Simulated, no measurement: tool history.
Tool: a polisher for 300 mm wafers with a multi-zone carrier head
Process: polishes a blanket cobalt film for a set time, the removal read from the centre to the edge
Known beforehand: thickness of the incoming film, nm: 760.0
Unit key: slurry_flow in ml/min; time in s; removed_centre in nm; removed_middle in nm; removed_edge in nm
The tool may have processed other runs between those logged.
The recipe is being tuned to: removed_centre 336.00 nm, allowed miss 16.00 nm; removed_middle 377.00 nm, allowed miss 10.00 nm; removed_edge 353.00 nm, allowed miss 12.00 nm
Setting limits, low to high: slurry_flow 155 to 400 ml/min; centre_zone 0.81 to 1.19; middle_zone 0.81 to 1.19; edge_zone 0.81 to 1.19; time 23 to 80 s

Run 1, hour 0.0: slurry_flow 255 ml/min, centre_zone 1.00, middle_zone 1.00, edge_zone 1.00, time 51 s. Result: removed_centre 237.30 nm, removed_middle 235.14 nm, removed_edge 229.17 nm.
Run 2, hour 5.2: slurry_flow 260 ml/min, centre_zone 1.00, middle_zone 1.02, edge_zone 1.03, time 54 s. Result: removed_centre 252.60 nm, removed_middle 252.29 nm, removed_edge 249.61 nm.
Run 3, hour 11.1: slurry_flow 260 ml/min, centre_zone 1.00, middle_zone 0.99, edge_zone 1.03, time 54 s. Result: removed_centre 246.56 nm, removed_middle 246.57 nm, removed_edge 253.42 nm.
Run 4, hour 15.2: slurry_flow 270 ml/min, centre_zone 1.00, middle_zone 1.02, edge_zone 1.05, time 56 s. Result: removed_centre 255.86 nm, removed_middle 261.13 nm, removed_edge 259.76 nm.
Run 5, hour 21.1: slurry_flow 330 ml/min, centre_zone 1.00, middle_zone 1.02, edge_zone 1.05, time 56 s. Result: removed_centre 270.67 nm, removed_middle 269.41 nm, removed_edge 265.28 nm.
Run 6, hour 27.3: slurry_flow 330 ml/min, centre_zone 1.00, middle_zone 1.02, edge_zone 1.05, time 68 s. Result: removed_centre 316.74 nm, removed_middle 327.65 nm, removed_edge 322.67 nm.
Run 7, hour 30.7: slurry_flow 330 ml/min, centre_zone 1.00, middle_zone 1.04, edge_zone 1.06, time 69 s. Result: removed_centre 322.60 nm, removed_middle 330.52 nm, removed_edge 329.05 nm.
Run 8, hour 34.7: slurry_flow 335 ml/min, centre_zone 0.99, middle_zone 1.06, edge_zone 1.06, time 70 s. Result: removed_centre 326.15 nm, removed_middle 345.95 nm, removed_edge 331.91 nm.

5 candidate next runs follow, results not yet known. Just one meets every target within its allowed miss. Identify it.
Run A, hour 38.7: slurry_flow 230 ml/min, centre_zone 1.05, middle_zone 0.98, edge_zone 1.08, time 69 s. Result: removed_centre ?, removed_middle ?, removed_edge ?.
Run B, hour 38.7: slurry_flow 345 ml/min, centre_zone 0.92, middle_zone 1.11, edge_zone 1.08, time 69 s. Result: removed_centre ?, removed_middle ?, removed_edge ?.
Run C, hour 38.7: slurry_flow 305 ml/min, centre_zone 0.94, middle_zone 0.96, edge_zone 1.19, time 69 s. Result: removed_centre ?, removed_middle ?, removed_edge ?.
Run D, hour 38.7: slurry_flow 345 ml/min, centre_zone 1.07, middle_zone 1.09, edge_zone 1.01, time 67 s. Result: removed_centre ?, removed_middle ?, removed_edge ?.
Run E, hour 38.7: slurry_flow 310 ml/min, centre_zone 0.95, middle_zone 1.09, edge_zone 1.06, time 75 s. Result: removed_centre ?, removed_middle ?, removed_edge ?.

move  removed_centre  removed_middle  removed_edge
   A          329.91          304.92        327.59
   B          308.65          351.47        336.02
   C          310.29          307.62        350.10
   D          338.68          335.83        316.45
   E          340.97          372.90        359.81
A: lands further from the targets than the last run did
B: nearer the targets than the last run, but a result is still out of spec
C: lands further from the targets than the last run did
D: lands further from the targets than the last run did
E: all results land within tolerance of their targets
Answer: E

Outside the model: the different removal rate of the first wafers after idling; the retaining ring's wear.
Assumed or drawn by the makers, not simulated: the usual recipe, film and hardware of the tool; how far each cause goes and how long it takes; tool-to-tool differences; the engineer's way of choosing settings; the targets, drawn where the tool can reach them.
